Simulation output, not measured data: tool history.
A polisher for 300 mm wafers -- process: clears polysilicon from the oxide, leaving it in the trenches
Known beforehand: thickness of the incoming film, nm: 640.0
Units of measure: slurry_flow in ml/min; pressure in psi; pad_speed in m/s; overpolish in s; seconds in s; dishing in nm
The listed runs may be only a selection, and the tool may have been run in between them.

run,day,slurry_flow,pressure,pad_speed,overpolish,seconds,dishing
1,0.000,155,2.1,1.16,11,54.956,38.518
2,0.112,190,2.1,1.16,11,53.925,37.223
3,0.458,190,2.1,0.90,11,65.333,36.662
4,0.558,190,2.1,0.90,9,65.478,34.817
5,0.892,190,2.4,0.90,9,56.805,36.445
6,0.992,190,2.4,0.66,9,72.379,35.139
7,1.246,210,2.3,0.70,7,70.403,31.144
8,1.500,210,2.3,0.70,7,71.585,31.462
9,1.796,215,2.3,0.70,7,70.994,31.534
10,2.162,220,2.3,0.70,7,71.760,31.282
11,2.292,225,2.4,0.70,3,68.032,20.343
12,2.596,180,2.2,0.88,7,64.385,32.531
13,2.804,185,2.1,0.88,7,67.134,32.134
14,2.975,190,2.1,0.88,7,68.674,32.277

The next listed run, before its measurement:
15,3.300,195,2.1,0.88,7,?,?

For run 15 the tool returned seconds 67.284 s, dishing 32.622 nm.
